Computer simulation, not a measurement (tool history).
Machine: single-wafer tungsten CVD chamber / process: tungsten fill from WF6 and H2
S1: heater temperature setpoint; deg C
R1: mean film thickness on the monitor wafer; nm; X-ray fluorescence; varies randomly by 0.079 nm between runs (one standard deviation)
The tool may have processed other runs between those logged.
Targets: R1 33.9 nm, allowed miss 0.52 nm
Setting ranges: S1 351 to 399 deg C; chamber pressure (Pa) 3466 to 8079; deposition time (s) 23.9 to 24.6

run 1 day=0 | S1=375 chamber_pressure_(Pa)=5773 deposition_time_(s)=23.9 | R1=48.834
run 2 day=0.108 | S1=375 chamber_pressure_(Pa)=5773 deposition_time_(s)=23.9 | R1=48.721
run 3 day=0.454 | S1=375 chamber_pressure_(Pa)=4960 deposition_time_(s)=23.9 | R1=43.582
run 4 day=0.629 | S1=384 chamber_pressure_(Pa)=4960 deposition_time_(s)=23.9 | R1=53.769
run 5 day=0.725 | S1=379 chamber_pressure_(Pa)=4946 deposition_time_(s)=23.9 | R1=47.837
run 6 day=0.758 | S1=375 chamber_pressure_(Pa)=4946 deposition_time_(s)=23.9 | R1=43.527
run 7 day=0.792 | S1=372 chamber_pressure_(Pa)=4946 deposition_time_(s)=23.9 | R1=40.59
run 8 day=0.846 | S1=370 chamber_pressure_(Pa)=4946 deposition_time_(s)=23.9 | R1=38.745
run 9 day=0.933 | S1=369 chamber_pressure_(Pa)=4946 deposition_time_(s)=23.9 | R1=37.864
run 10 day=1.288 | S1=368 chamber_pressure_(Pa)=4946 deposition_time_(s)=23.9 | R1=37.016
run 11 day=1.371 | S1=367 chamber_pressure_(Pa)=4946 deposition_time_(s)=23.9 | R1=35.925
run 12 day=1.504 | S1=367 chamber_pressure_(Pa)=4946 deposition_time_(s)=23.9 | R1=36.066
run 13 day=1.738 | S1=366 chamber_pressure_(Pa)=4946 deposition_time_(s)=23.9 | R1=35.183

Next run, 4 choices. One meets every target within its allowed miss, the rest don't. Which?
run A day=1.971 | S1=359 chamber_pressure_(Pa)=5706 deposition_time_(s)=23.9 | R1=?
run B day=1.971 | S1=363 chamber_pressure_(Pa)=4986 deposition_time_(s)=23.9 | R1=?
run C day=1.971 | S1=372 chamber_pressure_(Pa)=3853 deposition_time_(s)=23.9 | R1=?
run D day=1.971 | S1=369 chamber_pressure_(Pa)=4360 deposition_time_(s)=23.9 | R1=?

move=A R1=32.649
move=B R1=32.711
move=C R1=32.695
move=D R1=34.026
A: the result that was furthest off in the last run now lies on the other side of its target
B: the result that was furthest off in the last run now lies on the other side of its target
C: the result that was furthest off in the last run now lies on the other side of its target
D: every result lands within tolerance
So the answer is move D, the one that meets all the targets.
